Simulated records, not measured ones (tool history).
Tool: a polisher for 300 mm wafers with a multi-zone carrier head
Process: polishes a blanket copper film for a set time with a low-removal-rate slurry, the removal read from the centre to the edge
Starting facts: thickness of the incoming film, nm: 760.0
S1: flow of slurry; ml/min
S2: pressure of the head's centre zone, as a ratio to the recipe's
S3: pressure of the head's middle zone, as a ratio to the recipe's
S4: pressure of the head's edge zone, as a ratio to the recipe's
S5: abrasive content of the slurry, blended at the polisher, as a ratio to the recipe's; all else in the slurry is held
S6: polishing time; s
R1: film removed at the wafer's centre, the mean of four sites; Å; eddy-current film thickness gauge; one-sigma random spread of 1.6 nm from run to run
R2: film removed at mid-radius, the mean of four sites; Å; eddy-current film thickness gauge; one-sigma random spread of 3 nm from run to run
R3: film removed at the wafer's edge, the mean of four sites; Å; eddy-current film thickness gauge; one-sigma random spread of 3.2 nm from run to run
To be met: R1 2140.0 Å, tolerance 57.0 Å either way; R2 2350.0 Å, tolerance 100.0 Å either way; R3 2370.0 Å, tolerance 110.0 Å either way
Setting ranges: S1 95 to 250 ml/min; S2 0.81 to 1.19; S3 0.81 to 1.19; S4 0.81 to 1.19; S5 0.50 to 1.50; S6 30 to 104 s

| run | hour | S1 | S2 | S3 | S4 | S5 | S6 | R1 | R2 | R3 |
|---|---|---|---|---|---|---|---|---|---|---|
| 1 | 0.0 | 160 | 1.00 | 1.00 | 1.00 | 1.00 | 67 | 1747.0 | 1738.7 | 1658.3 |
| 2 | 8.5 | 160 | 1.00 | 0.92 | 1.00 | 1.00 | 67 | 1733.0 | 1648.3 | 1717.4 |
| 3 | 15.9 | 160 | 0.94 | 0.92 | 1.00 | 1.00 | 67 | 1625.6 | 1643.6 | 1681.5 |
| 4 | 20.0 | 135 | 0.94 | 0.92 | 1.00 | 1.00 | 67 | 1574.6 | 1573.9 | 1669.0 |
| 5 | 24.2 | 110 | 0.94 | 0.92 | 1.00 | 1.00 | 67 | 1559.4 | 1572.3 | 1638.7 |
| 6 | 33.0 | 110 | 0.99 | 0.92 | 1.00 | 1.00 | 67 | 1641.4 | 1582.1 | 1679.7 |
| 7 | 37.8 | 105 | 0.97 | 0.96 | 1.04 | 1.15 | 72 | 1752.8 | 1758.4 | 1872.1 |
| 8 | 42.1 | 115 | 0.97 | 1.01 | 1.07 | 1.25 | 75 | 1862.7 | 1963.9 | 2042.7 |
| 9 | 45.8 | 130 | 0.98 | 1.04 | 1.10 | 1.35 | 75 | 1938.6 | 2045.9 | 2108.8 |
| 10 | 49.6 | 140 | 0.98 | 1.06 | 1.12 | 1.40 | 76 | 2011.1 | 2141.5 | 2150.6 |
| 11 | 58.0 | 140 | 0.98 | 1.06 | 1.12 | 1.40 | 76 | 2002.2 | 2164.3 | 2161.6 |
| 12 | 62.5 | 145 | 0.98 | 1.06 | 1.14 | 1.45 | 77 | 2040.7 | 2138.4 | 2191.9 |
| 13 | 65.6 | 140 | 0.98 | 1.07 | 1.15 | 1.45 | 78 | 2049.4 | 2270.8 | 2198.2 |
| 14 | 66.7 | 140 | 0.97 | 1.07 | 1.13 | 1.45 | 79 | 2051.9 | 2233.8 | 2238.8 |
| 15 | 71.5 | 140 | 0.97 | 1.07 | 1.13 | 1.45 | 79 | 2060.3 | 2179.7 | 2252.8 |

Below are 4 possible settings for the next run. Only one of them brings all results inside the allowed miss of their targets. Which is it?
| A | 76.3 | 125 | 0.86 | 0.81 | 0.98 | 1.50 | 86 | ? | ? | ? |
| B | 76.3 | 100 | 1.00 | 1.10 | 1.19 | 1.05 | 87 | ? | ? | ? |
| C | 76.3 | 125 | 0.96 | 1.19 | 1.17 | 1.40 | 79 | ? | ? | ? |
| D | 76.3 | 195 | 1.11 | 1.06 | 1.09 | 1.35 | 69 | ? | ? | ? |

| move | R1 | R2 | R3 |
|---|---|---|---|
| A | 1960.1 | 2025.4 | 2299.9 |
| B | 2130.7 | 2324.3 | 2380.7 |
| C | 1994.2 | 2389.1 | 2273.7 |
| D | 2114.4 | 2004.3 | 1974.8 |
A: the biggest miss grows against the last run
B: every result within its allowed miss
C: the worst result of the last run now meets its target, but another is out of spec
D: the biggest miss grows against the last run
So the answer is move B, the one that meets all the targets.
